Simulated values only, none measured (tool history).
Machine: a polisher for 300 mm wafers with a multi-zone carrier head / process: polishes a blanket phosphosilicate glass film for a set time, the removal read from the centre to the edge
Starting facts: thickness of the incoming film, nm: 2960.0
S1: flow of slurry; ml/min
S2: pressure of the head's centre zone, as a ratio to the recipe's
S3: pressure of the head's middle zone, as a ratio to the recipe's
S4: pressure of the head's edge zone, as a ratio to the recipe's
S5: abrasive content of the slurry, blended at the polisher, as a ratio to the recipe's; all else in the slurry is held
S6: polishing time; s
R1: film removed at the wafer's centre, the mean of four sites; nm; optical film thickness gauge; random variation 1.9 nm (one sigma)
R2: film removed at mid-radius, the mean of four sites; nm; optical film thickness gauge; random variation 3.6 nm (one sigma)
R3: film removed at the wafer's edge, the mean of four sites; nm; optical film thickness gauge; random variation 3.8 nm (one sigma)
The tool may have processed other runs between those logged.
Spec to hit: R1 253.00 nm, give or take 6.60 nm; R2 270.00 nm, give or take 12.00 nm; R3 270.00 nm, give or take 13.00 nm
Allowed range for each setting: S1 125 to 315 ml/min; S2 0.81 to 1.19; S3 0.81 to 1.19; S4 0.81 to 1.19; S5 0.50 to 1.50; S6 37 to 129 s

Run 1, hour 0.0: S1 205 ml/min, S2 1.00, S3 1.00, S4 1.00, S5 1.00, S6 83 s. Result: R1 508.33 nm, R2 474.66 nm, R3 459.43 nm.
Run 2, hour 0.6: S1 205 ml/min, S2 1.08, S3 1.00, S4 1.00, S5 1.00, S6 83 s. Result: R1 551.52 nm, R2 475.84 nm, R3 454.37 nm.
Run 3, hour 6.7: S1 205 ml/min, S2 1.08, S3 1.05, S4 1.00, S5 1.00, S6 83 s. Result: R1 554.69 nm, R2 478.05 nm, R3 472.32 nm.
Run 4, hour 8.3: S1 195 ml/min, S2 1.04, S3 1.04, S4 1.01, S5 0.90, S6 77 s. Result: R1 461.72 nm, R2 407.21 nm, R3 416.66 nm.
Run 5, hour 12.9: S1 195 ml/min, S2 1.01, S3 1.04, S4 1.01, S5 0.90, S6 77 s. Result: R1 446.36 nm, R2 424.42 nm, R3 415.10 nm.
Run 6, hour 18.4: S1 195 ml/min, S2 1.01, S3 1.04, S4 0.95, S5 0.90, S6 77 s. Result: R1 450.75 nm, R2 416.54 nm, R3 391.36 nm.
Run 7, hour 22.4: S1 150 ml/min, S2 0.91, S3 0.96, S4 0.93, S5 0.65, S6 62 s. Result: R1 261.90 nm, R2 257.04 nm, R3 266.25 nm.
Run 8, hour 28.1: S1 150 ml/min, S2 0.91, S3 0.96, S4 0.93, S5 0.65, S6 62 s. Result: R1 260.86 nm, R2 254.93 nm, R3 257.60 nm.
Run 9, hour 36.8: S1 150 ml/min, S2 0.91, S3 0.96, S4 0.93, S5 0.65, S6 62 s. Result: R1 261.53 nm, R2 261.14 nm, R3 257.64 nm.

Pick the move, out of 4, that brings all results within their allowed miss; only one does.
Run A, hour 45.5: S1 140 ml/min, S2 0.87, S3 0.81, S4 1.19, S5 0.80, S6 59 s. Result: R1 ?, R2 ?, R3 ?.
Run B, hour 45.5: S1 170 ml/min, S2 0.88, S3 0.99, S4 0.89, S5 0.65, S6 64 s. Result: R1 ?, R2 ?, R3 ?.
Run C, hour 45.5: S1 125 ml/min, S2 0.88, S3 0.93, S4 1.05, S5 0.65, S6 69 s. Result: R1 ?, R2 ?, R3 ?.
Run D, hour 45.5: S1 125 ml/min, S2 0.87, S3 1.02, S4 0.96, S5 0.50, S6 76 s. Result: R1 ?, R2 ?, R3 ?.

move      R1      R2      R3
   A  262.94  239.07  312.23
   B  271.57  274.81  271.62
   C  269.66  264.82  300.80
   D  253.07  266.20  272.85
A: further off than the last run
B: further off than the last run
C: further off than the last run
D: hits every target within its allowed miss
D is the move that brings every result within its allowed miss.
